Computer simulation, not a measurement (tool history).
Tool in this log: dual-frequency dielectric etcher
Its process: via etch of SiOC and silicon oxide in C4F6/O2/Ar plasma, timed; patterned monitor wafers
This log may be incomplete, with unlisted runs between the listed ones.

| run | hour | source power (W) | bias power (W) | etch time (s) | mean etch depth across the wafer (angstrom) |
|---|---|---|---|---|---|
| 1 | 0.0 | 420 | 225 | 64.5 | 777.32 |
| 2 | 5.8 | 420 | 190 | 64.5 | 728.83 |
| 3 | 9.8 | 440 | 194 | 64.5 | 751.45 |
| 4 | 10.4 | 460 | 196 | 64.5 | 772.00 |
| 5 | 14.3 | 480 | 197 | 64.5 | 787.15 |
| 6 | 20.6 | 480 | 231 | 64.5 | 836.03 |
|  | 27.4 | source power generator calibrated |
| 7 | 27.4 | 490 | 231 | 64.5 | 838.19 |
| 8 | 29.2 | 500 | 231 | 64.5 | 845.84 |

What does the tool deliver on the next run?
| 9 | 32.2 | 510 | 231 | 64.5 | ? |

Run 9 yielded mean etch depth across the wafer (angstrom) 851.63.
